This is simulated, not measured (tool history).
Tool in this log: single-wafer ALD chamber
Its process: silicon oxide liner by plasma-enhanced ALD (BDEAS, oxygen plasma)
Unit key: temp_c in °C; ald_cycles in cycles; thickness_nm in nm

run	day	temp_c	ald_cycles	thickness_nm
1	0	315	50	4.7234
2	0.062	315	49	4.6442
3	0.212	308	49	4.6703
4	0.442	316	49	4.6384
5	0.717	322	49	4.586
6	0.904	318	49	4.6265
7	1.012	318	48	4.5416

Estimate the outcome of run 8 from the log above:
8	1.104	318	47	?

thickness_nm: 4.4124 nm
